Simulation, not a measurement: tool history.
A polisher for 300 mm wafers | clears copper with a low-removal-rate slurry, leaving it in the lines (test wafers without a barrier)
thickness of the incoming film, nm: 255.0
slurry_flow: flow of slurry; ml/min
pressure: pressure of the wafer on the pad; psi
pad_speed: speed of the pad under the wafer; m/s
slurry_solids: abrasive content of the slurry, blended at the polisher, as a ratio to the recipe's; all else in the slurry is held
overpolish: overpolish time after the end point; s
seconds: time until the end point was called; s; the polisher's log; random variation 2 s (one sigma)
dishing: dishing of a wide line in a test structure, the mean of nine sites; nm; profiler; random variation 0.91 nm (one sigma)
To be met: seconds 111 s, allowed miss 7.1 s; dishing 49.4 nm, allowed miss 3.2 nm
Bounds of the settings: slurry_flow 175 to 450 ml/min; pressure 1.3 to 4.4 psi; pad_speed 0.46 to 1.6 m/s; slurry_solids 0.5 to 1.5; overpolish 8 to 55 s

{"run": 1, "hour": 0.0, "slurry_flow": 290, "pressure": 2.8, "pad_speed": 1.02, "slurry_solids": 1, "overpolish": 28, "seconds": 70.676, "dishing": 54.643}
{"run": 2, "hour": 3.9, "slurry_flow": 290, "pressure": 3.5, "pad_speed": 1.02, "slurry_solids": 1, "overpolish": 28, "seconds": 59.901, "dishing": 65.867}
{"run": 3, "hour": 11.5, "slurry_flow": 290, "pressure": 3, "pad_speed": 0.98, "slurry_solids": 1, "overpolish": 31, "seconds": 72.737, "dishing": 61.444}
{"run": 4, "hour": 12.9, "slurry_flow": 290, "pressure": 3, "pad_speed": 0.98, "slurry_solids": 0.9, "overpolish": 31, "seconds": 72.017, "dishing": 60.111}
{"run": 5, "hour": 21.4, "slurry_flow": 290, "pressure": 2.7, "pad_speed": 0.96, "slurry_solids": 0.9, "overpolish": 33, "seconds": 81.964, "dishing": 58.124}
{"run": 6, "hour": 27.9, "slurry_flow": 290, "pressure": 2.7, "pad_speed": 0.96, "slurry_solids": 0.75, "overpolish": 33, "seconds": 86.33, "dishing": 56.008}
{"run": 7, "hour": 31.3, "slurry_flow": 290, "pressure": 2.5, "pad_speed": 0.96, "slurry_solids": 0.75, "overpolish": 34, "seconds": 92.234, "dishing": 53.447}
{"run": 8, "hour": 36.0, "slurry_flow": 290, "pressure": 2.4, "pad_speed": 0.96, "slurry_solids": 0.75, "overpolish": 35, "seconds": 95.602, "dishing": 51.361}
{"run": 9, "hour": 37.2, "slurry_flow": 290, "pressure": 2.3, "pad_speed": 0.96, "slurry_solids": 0.75, "overpolish": 36, "seconds": 98.115, "dishing": 51.416}
{"hour": 40.3, "done": "slurry nozzle cleaned"}
{"run": 10, "hour": 40.3, "slurry_flow": 290, "pressure": 2.2, "pad_speed": 0.96, "slurry_solids": 0.75, "overpolish": 37, "seconds": 101.06, "dishing": 54.261}

Which of these 5 next moves meets every target?
{"run": "A", "hour": 43.4, "slurry_flow": 280, "pressure": 2, "pad_speed": 1.16, "slurry_solids": 0.6, "overpolish": 33, "seconds": "?", "dishing": "?"}
{"run": "B", "hour": 43.4, "slurry_flow": 290, "pressure": 2.6, "pad_speed": 0.74, "slurry_solids": 0.7, "overpolish": 38, "seconds": "?", "dishing": "?"}
{"run": "C", "hour": 43.4, "slurry_flow": 395, "pressure": 2.3, "pad_speed": 1, "slurry_solids": 1.05, "overpolish": 28, "seconds": "?", "dishing": "?"}
{"run": "D", "hour": 43.4, "slurry_flow": 275, "pressure": 2.5, "pad_speed": 0.8, "slurry_solids": 0.7, "overpolish": 43, "seconds": "?", "dishing": "?"}
{"run": "E", "hour": 43.4, "slurry_flow": 260, "pressure": 2.7, "pad_speed": 0.94, "slurry_solids": 0.9, "overpolish": 29, "seconds": "?", "dishing": "?"}

move=A seconds=97.443 dishing=49.155
move=B seconds=112.85 dishing=50.029
move=C seconds=85.215 dishing=48.571
move=D seconds=109.2 dishing=56.482
move=E seconds=82.572 dishing=51.916
A: brings the result that was furthest off to its target, and leaves another outside
B: meets every target
C: brings the result that was furthest off to its target, and leaves another outside
D: further off than the last run
E: brings the result that was furthest off to its target, and leaves another outside
Answer: B

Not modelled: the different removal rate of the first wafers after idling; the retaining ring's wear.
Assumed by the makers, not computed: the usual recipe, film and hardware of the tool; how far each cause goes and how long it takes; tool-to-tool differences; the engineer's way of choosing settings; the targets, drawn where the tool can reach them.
